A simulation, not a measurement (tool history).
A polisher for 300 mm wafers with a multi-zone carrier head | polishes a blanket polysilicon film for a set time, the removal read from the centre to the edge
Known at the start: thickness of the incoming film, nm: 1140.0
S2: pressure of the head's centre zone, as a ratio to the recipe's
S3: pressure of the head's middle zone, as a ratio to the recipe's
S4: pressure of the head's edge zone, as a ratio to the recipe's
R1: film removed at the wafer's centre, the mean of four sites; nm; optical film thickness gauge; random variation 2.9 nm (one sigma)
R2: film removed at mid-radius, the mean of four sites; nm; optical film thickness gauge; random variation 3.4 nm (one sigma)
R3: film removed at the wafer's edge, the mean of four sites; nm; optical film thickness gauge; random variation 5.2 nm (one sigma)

{"run": 1, "day": 0.0, "flow of slurry (ml/min)": 240, "S2": 1.0, "S3": 1.0, "S4": 1.0, "polishing time (s)": 56, "R1": 303.13, "R2": 339.61, "R3": 332.51}
{"run": 2, "day": 0.354, "flow of slurry (ml/min)": 240, "S2": 1.0, "S3": 1.0, "S4": 1.0, "polishing time (s)": 50, "R1": 271.85, "R2": 301.4, "R3": 300.24}
{"run": 3, "day": 0.717, "flow of slurry (ml/min)": 240, "S2": 0.95, "S3": 1.0, "S4": 1.0, "polishing time (s)": 50, "R1": 261.16, "R2": 300.45, "R3": 302.11}
{"run": 4, "day": 0.896, "flow of slurry (ml/min)": 240, "S2": 0.89, "S3": 1.0, "S4": 1.0, "polishing time (s)": 50, "R1": 246.6, "R2": 301.69, "R3": 299.49}
{"run": 5, "day": 1.096, "flow of slurry (ml/min)": 240, "S2": 0.89, "S3": 1.0, "S4": 1.04, "polishing time (s)": 50, "R1": 245.36, "R2": 304.42, "R3": 309.06}
{"run": 6, "day": 1.2, "flow of slurry (ml/min)": 195, "S2": 0.89, "S3": 1.0, "S4": 1.04, "polishing time (s)": 50, "R1": 235.44, "R2": 291.1, "R3": 300.52}
{"run": 7, "day": 1.412, "flow of slurry (ml/min)": 215, "S2": 0.93, "S3": 1.02, "S4": 1.07, "polishing time (s)": 52, "R1": 261.86, "R2": 312.51, "R3": 319.91}
{"run": 8, "day": 1.504, "flow of slurry (ml/min)": 235, "S2": 0.95, "S3": 1.04, "S4": 1.09, "polishing time (s)": 54, "R1": 276.88, "R2": 336.36, "R3": 340.36}
{"run": 9, "day": 1.754, "flow of slurry (ml/min)": 250, "S2": 0.98, "S3": 1.06, "S4": 1.11, "polishing time (s)": 55, "R1": 298.59, "R2": 352.48, "R3": 346.59}

Run 10 comes next. What will it give?
{"run": 10, "day": 1.779, "flow of slurry (ml/min)": 255, "S2": 0.99, "S3": 1.07, "S4": 1.12, "polishing time (s)": 57, "R1": "?", "R2": "?", "R3": "?"}

R1: 313.27 nm
R2: 366.78 nm
R3: 365.59 nm
